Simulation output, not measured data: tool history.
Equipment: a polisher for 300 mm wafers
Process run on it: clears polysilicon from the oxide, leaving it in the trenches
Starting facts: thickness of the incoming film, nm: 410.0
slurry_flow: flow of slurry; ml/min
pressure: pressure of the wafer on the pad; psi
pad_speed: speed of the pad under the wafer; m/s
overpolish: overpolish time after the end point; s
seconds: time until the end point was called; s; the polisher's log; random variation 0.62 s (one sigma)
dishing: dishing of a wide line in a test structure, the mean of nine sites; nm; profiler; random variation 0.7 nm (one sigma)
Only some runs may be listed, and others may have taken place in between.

run	day	slurry_flow	pressure	pad_speed	overpolish	seconds	dishing
1	0	310	3.4	0.92	17	29.686	39.072
2	0.246	310	3.2	0.88	16	32.61	37.773
3	0.383	310	3	0.86	16	35.275	38.396
4	0.467	310	2.9	0.84	15	37.389	36.845
5	0.771	310	2.8	0.82	15	39.564	37.675
6	1.079	310	2.8	0.68	15	47.441	36.569
7	1.158	310	2.7	0.68	14	49.369	37.697
8	1.238	310	2.6	0.68	15	51.761	36.105
9	1.379	310	2.5	0.68	15	53.192	36.798
10	1.696	305	1.5	0.62	7	95.039	20.548
11	1.95	290	2.1	0.56	15	76.44	32.75
12	2.212	295	2.1	0.56	15	75.932	32.823
13	2.483	300	2.1	0.56	15	75.375	32.389
14	2.558	305	2.1	0.56	15	76.042	33.947

What does the tool deliver on the next run?
15	2.621	315	2.1	0.56	14	?	?

Logged for run 15: seconds 76.231 s, dishing 31.38 nm.
